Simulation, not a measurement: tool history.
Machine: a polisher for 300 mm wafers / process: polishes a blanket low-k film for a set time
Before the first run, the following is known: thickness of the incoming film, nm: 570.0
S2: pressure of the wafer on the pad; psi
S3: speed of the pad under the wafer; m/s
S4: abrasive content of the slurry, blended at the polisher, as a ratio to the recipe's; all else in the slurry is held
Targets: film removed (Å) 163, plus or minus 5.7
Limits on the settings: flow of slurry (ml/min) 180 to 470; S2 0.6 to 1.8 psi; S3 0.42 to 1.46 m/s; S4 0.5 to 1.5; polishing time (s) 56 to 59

{"run": 1, "hour": 0.0, "flow of slurry (ml/min)": 300, "S2": 1.2, "S3": 0.94, "S4": 1, "polishing time (s)": 56, "film removed (Å)": 114.47}
{"run": 2, "hour": 6.2, "flow of slurry (ml/min)": 355, "S2": 1.2, "S3": 0.94, "S4": 1, "polishing time (s)": 56, "film removed (Å)": 114.69}
{"run": 3, "hour": 7.6, "flow of slurry (ml/min)": 355, "S2": 1.3, "S3": 0.94, "S4": 1, "polishing time (s)": 56, "film removed (Å)": 124.24}
{"run": 4, "hour": 11.3, "flow of slurry (ml/min)": 355, "S2": 1.3, "S3": 0.94, "S4": 1, "polishing time (s)": 56, "film removed (Å)": 121.8}
{"run": 5, "hour": 14.9, "flow of slurry (ml/min)": 355, "S2": 1.2, "S3": 0.94, "S4": 1, "polishing time (s)": 56, "film removed (Å)": 118.79}
{"run": 6, "hour": 17.6, "flow of slurry (ml/min)": 390, "S2": 1.2, "S3": 0.94, "S4": 1, "polishing time (s)": 56, "film removed (Å)": 118.37}
{"run": 7, "hour": 20.9, "flow of slurry (ml/min)": 390, "S2": 1.3, "S3": 0.94, "S4": 1, "polishing time (s)": 56, "film removed (Å)": 125.43}
{"run": 8, "hour": 22.6, "flow of slurry (ml/min)": 390, "S2": 1.4, "S3": 0.94, "S4": 1, "polishing time (s)": 56, "film removed (Å)": 132.88}
{"run": 9, "hour": 29.1, "flow of slurry (ml/min)": 390, "S2": 1.5, "S3": 0.94, "S4": 1, "polishing time (s)": 56, "film removed (Å)": 139.92}

Which single option among these 4 for the next run brings every result within its allowed miss of target? Just one does.
{"run": "A", "hour": 35.6, "flow of slurry (ml/min)": 365, "S2": 1.3, "S3": 0.96, "S4": 0.95, "polishing time (s)": 56, "film removed (Å)": "?"}
{"run": "B", "hour": 35.6, "flow of slurry (ml/min)": 385, "S2": 1.7, "S3": 0.9, "S4": 1.15, "polishing time (s)": 59, "film removed (Å)": "?"}
{"run": "C", "hour": 35.6, "flow of slurry (ml/min)": 420, "S2": 1.8, "S3": 0.82, "S4": 1.1, "polishing time (s)": 57, "film removed (Å)": "?"}
{"run": "D", "hour": 35.6, "flow of slurry (ml/min)": 425, "S2": 1.7, "S3": 1.08, "S4": 0.95, "polishing time (s)": 59, "film removed (Å)": "?"}

move=A film_removed_(Å)=121.82
move=B film_removed_(Å)=171.93
move=C film_removed_(Å)=160.3
move=D film_removed_(Å)=174.87
A: moves away from the targets compared with the last run
B: pushes the last run's worst result past its target
C: each result inside its tolerance
D: pushes the last run's worst result past its target
Correct choice: C, which meets every target
